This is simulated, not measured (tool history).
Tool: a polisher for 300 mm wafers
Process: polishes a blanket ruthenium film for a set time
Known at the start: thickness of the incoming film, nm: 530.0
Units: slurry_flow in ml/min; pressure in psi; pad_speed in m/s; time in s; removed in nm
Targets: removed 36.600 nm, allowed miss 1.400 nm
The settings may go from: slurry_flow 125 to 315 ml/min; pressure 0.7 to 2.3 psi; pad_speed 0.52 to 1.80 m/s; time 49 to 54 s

{"run": 1, "hour": 0.0, "slurry_flow": 205, "pressure": 1.5, "pad_speed": 1.16, "time": 54, "removed": 61.74}
{"run": 2, "hour": 7.4, "slurry_flow": 205, "pressure": 1.5, "pad_speed": 1.28, "time": 54, "removed": 66.857}
{"run": 3, "hour": 11.1, "slurry_flow": 205, "pressure": 1.5, "pad_speed": 1.28, "time": 49, "removed": 60.6}
{"run": 4, "hour": 13.4, "slurry_flow": 205, "pressure": 1.5, "pad_speed": 1.08, "time": 49, "removed": 51.567}
{"run": 5, "hour": 19.0, "slurry_flow": 240, "pressure": 1.5, "pad_speed": 1.08, "time": 49, "removed": 53.072}
{"run": 6, "hour": 19.9, "slurry_flow": 240, "pressure": 1.4, "pad_speed": 1.08, "time": 49, "removed": 50.645}
{"hour": 27.0, "done": "head pressure recalibrated"}
{"run": 7, "hour": 27.0, "slurry_flow": 235, "pressure": 1.3, "pad_speed": 1.08, "time": 49, "removed": 44.517}
{"run": 8, "hour": 32.9, "slurry_flow": 235, "pressure": 1.3, "pad_speed": 1.08, "time": 49, "removed": 43.933}
{"run": 9, "hour": 40.6, "slurry_flow": 230, "pressure": 1.3, "pad_speed": 1.08, "time": 49, "removed": 44.348}
{"run": 10, "hour": 44.2, "slurry_flow": 225, "pressure": 1.3, "pad_speed": 1.08, "time": 49, "removed": 44.501}
{"run": 11, "hour": 47.5, "slurry_flow": 220, "pressure": 1.2, "pad_speed": 1.08, "time": 49, "removed": 41.894}
{"run": 12, "hour": 55.9, "slurry_flow": 220, "pressure": 1.1, "pad_speed": 1.08, "time": 49, "removed": 38.656}

5 next moves are on the table. One of them brings every result within its allowed miss. Which?
{"run": "A", "hour": 64.3, "slurry_flow": 215, "pressure": 1.0, "pad_speed": 1.12, "time": 53, "removed": "?"}
{"run": "B", "hour": 64.3, "slurry_flow": 250, "pressure": 1.0, "pad_speed": 0.96, "time": 54, "removed": "?"}
{"run": "C", "hour": 64.3, "slurry_flow": 225, "pressure": 1.0, "pad_speed": 1.1, "time": 54, "removed": "?"}
{"run": "D", "hour": 64.3, "slurry_flow": 210, "pressure": 1.2, "pad_speed": 1.12, "time": 49, "removed": "?"}
{"run": "E", "hour": 64.3, "slurry_flow": 190, "pressure": 1.1, "pad_speed": 1.16, "time": 49, "removed": "?"}

move=A removed=40.599
move=B removed=36.273
move=C removed=40.877
move=D removed=43.048
move=E removed=41.067
A: further off than the last run
B: meets every target
C: further off than the last run
D: further off than the last run
E: further off than the last run
The right move is B.

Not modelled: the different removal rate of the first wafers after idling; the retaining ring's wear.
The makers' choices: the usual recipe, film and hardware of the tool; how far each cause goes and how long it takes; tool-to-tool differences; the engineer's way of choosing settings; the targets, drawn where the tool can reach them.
